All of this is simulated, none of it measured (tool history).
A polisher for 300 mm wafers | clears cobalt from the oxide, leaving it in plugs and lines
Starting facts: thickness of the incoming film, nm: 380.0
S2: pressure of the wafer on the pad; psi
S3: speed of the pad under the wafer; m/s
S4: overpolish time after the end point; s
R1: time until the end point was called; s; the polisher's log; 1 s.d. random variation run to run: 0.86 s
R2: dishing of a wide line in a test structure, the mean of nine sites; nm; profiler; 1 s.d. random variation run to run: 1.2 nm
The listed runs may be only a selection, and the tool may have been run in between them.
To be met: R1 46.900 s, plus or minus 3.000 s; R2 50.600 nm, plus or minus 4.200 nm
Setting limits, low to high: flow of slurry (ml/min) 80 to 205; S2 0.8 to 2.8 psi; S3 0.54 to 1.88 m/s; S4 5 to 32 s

{"run": 1, "hour": 0.0, "flow of slurry (ml/min)": 135, "S2": 1.8, "S3": 1.2, "S4": 16, "R1": 71.05, "R2": 38.052}
{"run": 2, "hour": 2.2, "flow of slurry (ml/min)": 160, "S2": 1.8, "S3": 1.2, "S4": 16, "R1": 69.686, "R2": 40.406}
{"run": 3, "hour": 3.9, "flow of slurry (ml/min)": 160, "S2": 2.1, "S3": 1.2, "S4": 16, "R1": 59.64, "R2": 43.058}
{"run": 4, "hour": 10.3, "flow of slurry (ml/min)": 160, "S2": 1.9, "S3": 1.2, "S4": 16, "R1": 64.31, "R2": 41.95}
{"run": 5, "hour": 18.7, "flow of slurry (ml/min)": 190, "S2": 1.9, "S3": 1.2, "S4": 16, "R1": 65.265, "R2": 40.944}
{"run": 6, "hour": 20.7, "flow of slurry (ml/min)": 190, "S2": 1.9, "S3": 1.2, "S4": 10, "R1": 62.15, "R2": 32.252}
{"run": 7, "hour": 23.0, "flow of slurry (ml/min)": 190, "S2": 2.1, "S3": 1.22, "S4": 12, "R1": 58.489, "R2": 38.96}
{"run": 8, "hour": 26.7, "flow of slurry (ml/min)": 190, "S2": 2.2, "S3": 1.24, "S4": 12, "R1": 54.94, "R2": 40.106}
{"run": 9, "hour": 30.5, "flow of slurry (ml/min)": 190, "S2": 2.3, "S3": 1.24, "S4": 13, "R1": 52.514, "R2": 40.87}
{"run": 10, "hour": 36.6, "flow of slurry (ml/min)": 190, "S2": 2.4, "S3": 1.26, "S4": 14, "R1": 50.185, "R2": 43.088}
{"run": 11, "hour": 38.1, "flow of slurry (ml/min)": 190, "S2": 2.4, "S3": 1.26, "S4": 15, "R1": 48.602, "R2": 45.753}
{"run": 12, "hour": 45.9, "flow of slurry (ml/min)": 190, "S2": 2.4, "S3": 1.26, "S4": 16, "R1": 49.503, "R2": 45.05}

4 candidate next runs follow, results not yet known. Just one meets every target within its allowed miss. Identify it.
{"run": "A", "hour": 53.7, "flow of slurry (ml/min)": 185, "S2": 2.7, "S3": 1.1, "S4": 14, "R1": "?", "R2": "?"}
{"run": "B", "hour": 53.7, "flow of slurry (ml/min)": 200, "S2": 2.6, "S3": 1.16, "S4": 10, "R1": "?", "R2": "?"}
{"run": "C", "hour": 53.7, "flow of slurry (ml/min)": 190, "S2": 2.0, "S3": 1.34, "S4": 11, "R1": "?", "R2": "?"}
{"run": "D", "hour": 53.7, "flow of slurry (ml/min)": 150, "S2": 2.5, "S3": 1.36, "S4": 20, "R1": "?", "R2": "?"}

move=A R1=49.673 R2=45.058
move=B R1=49.390 R2=39.248
move=C R1=58.783 R2=37.771
move=D R1=48.694 R2=49.927
A: about as far from the targets as the last run
B: moves away from the targets compared with the last run
C: moves away from the targets compared with the last run
D: every result lands within tolerance
The right move is D.
